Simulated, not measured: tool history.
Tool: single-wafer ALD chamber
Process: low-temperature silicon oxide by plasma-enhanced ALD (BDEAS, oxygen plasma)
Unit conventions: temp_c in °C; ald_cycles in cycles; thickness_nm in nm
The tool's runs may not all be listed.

run	hour	temp_c	ald_cycles	thickness_nm
1	0	90	50	6.6559
2	1.2	83	50	6.7354
3	5.4	83	46	6.2864
4	9	89	46	6.1661
5	16.3	89	51	6.7291
6	23.5	89	44	5.8358
7	24.6	93	43	5.6172

Run 8 has not been measured yet. What should we expect?
8	27.6	95	43	?

thickness_nm: 5.5562 nm
